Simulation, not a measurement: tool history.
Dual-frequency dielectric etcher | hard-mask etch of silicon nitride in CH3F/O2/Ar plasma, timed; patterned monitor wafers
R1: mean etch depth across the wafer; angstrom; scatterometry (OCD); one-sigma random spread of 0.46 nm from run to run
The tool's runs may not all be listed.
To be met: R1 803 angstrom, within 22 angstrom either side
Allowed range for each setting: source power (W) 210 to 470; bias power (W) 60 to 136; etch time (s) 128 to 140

{"run": 1, "hour": 0.0, "source power (W)": 340, "bias power (W)": 98, "etch time (s)": 140, "R1": 949.15}
{"run": 2, "hour": 2.1, "source power (W)": 290, "bias power (W)": 98, "etch time (s)": 140, "R1": 910.4}
{"run": 3, "hour": 2.9, "source power (W)": 290, "bias power (W)": 108, "etch time (s)": 140, "R1": 952.59}
{"run": 4, "hour": 9.5, "source power (W)": 280, "bias power (W)": 101, "etch time (s)": 138, "R1": 903.61}
{"run": 5, "hour": 11.1, "source power (W)": 270, "bias power (W)": 97, "etch time (s)": 137, "R1": 872.36}
{"run": 6, "hour": 14.8, "source power (W)": 270, "bias power (W)": 97, "etch time (s)": 140, "R1": 889.41}
{"run": 7, "hour": 21.0, "source power (W)": 270, "bias power (W)": 97, "etch time (s)": 140, "R1": 891.45}
{"run": 8, "hour": 26.6, "source power (W)": 260, "bias power (W)": 93, "etch time (s)": 139, "R1": 860.95}
{"run": 9, "hour": 32.0, "source power (W)": 250, "bias power (W)": 91, "etch time (s)": 138.5, "R1": 847.98}

Consider the 4 candidate settings below. Which is the only one whose results all fall within their allowed miss of target?
{"run": "A", "hour": 37.4, "source power (W)": 260, "bias power (W)": 106, "etch time (s)": 137, "R1": "?"}
{"run": "B", "hour": 37.4, "source power (W)": 320, "bias power (W)": 76, "etch time (s)": 135.5, "R1": "?"}
{"run": "C", "hour": 37.4, "source power (W)": 290, "bias power (W)": 96, "etch time (s)": 136.5, "R1": "?"}
{"run": "D", "hour": 37.4, "source power (W)": 310, "bias power (W)": 93, "etch time (s)": 136, "R1": "?"}

move=A R1=895.38
move=B R1=807.68
move=C R1=877.22
move=D R1=876.48
A: lands further from the targets than the last run did
B: all results land within tolerance of their targets
C: lands further from the targets than the last run did
D: lands further from the targets than the last run did
B is the move that brings every result within its allowed miss.

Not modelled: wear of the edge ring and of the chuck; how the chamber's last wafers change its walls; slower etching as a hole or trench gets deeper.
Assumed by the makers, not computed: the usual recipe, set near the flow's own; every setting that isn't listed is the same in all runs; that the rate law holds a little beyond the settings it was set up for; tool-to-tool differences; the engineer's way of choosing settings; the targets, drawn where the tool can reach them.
